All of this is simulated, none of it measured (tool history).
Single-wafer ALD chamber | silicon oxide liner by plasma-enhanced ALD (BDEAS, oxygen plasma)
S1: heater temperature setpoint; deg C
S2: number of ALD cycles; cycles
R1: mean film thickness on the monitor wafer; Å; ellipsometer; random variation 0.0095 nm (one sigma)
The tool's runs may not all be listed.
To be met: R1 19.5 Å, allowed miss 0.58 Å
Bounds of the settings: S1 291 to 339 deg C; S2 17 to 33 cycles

Run 1, hour 0: S1 315 deg C, S2 25 cycles. Result: R1 23.463 Å.
Run 2, hour 5.5: S1 315 deg C, S2 23 cycles. Result: R1 21.504 Å.
Run 3, hour 9.8: S1 315 deg C, S2 22 cycles. Result: R1 20.506 Å.
Run 4, hour 15: S1 320 deg C, S2 22 cycles. Result: R1 20.333 Å.
Run 5, hour 18.5: S1 310 deg C, S2 22 cycles. Result: R1 20.672 Å.
Run 6, hour 21.7: S1 310 deg C, S2 24 cycles. Result: R1 22.294 Å.
Run 7, hour 29.1: S1 310 deg C, S2 24 cycles. Result: R1 22.537 Å.
Run 8, hour 34: S1 310 deg C, S2 23 cycles. Result: R1 21.772 Å.
Run 9, hour 41.7: S1 311 deg C, S2 22 cycles. Result: R1 20.52 Å.

4 next moves are on the table. One of them brings every result within its allowed miss. Which?
Run A, hour 49.4: S1 306 deg C, S2 22 cycles. Result: R1 ?.
Run B, hour 49.4: S1 312 deg C, S2 22 cycles. Result: R1 ?.
Run C, hour 49.4: S1 309 deg C, S2 19 cycles. Result: R1 ?.
Run D, hour 49.4: S1 312 deg C, S2 21 cycles. Result: R1 ?.

move      R1
   A  20.754
   B  20.599
   C  17.857
   D  19.663
A: further off than the last run
B: further off than the last run
C: takes the result that was furthest off past its target
D: meets every target
Move D is the one to make.
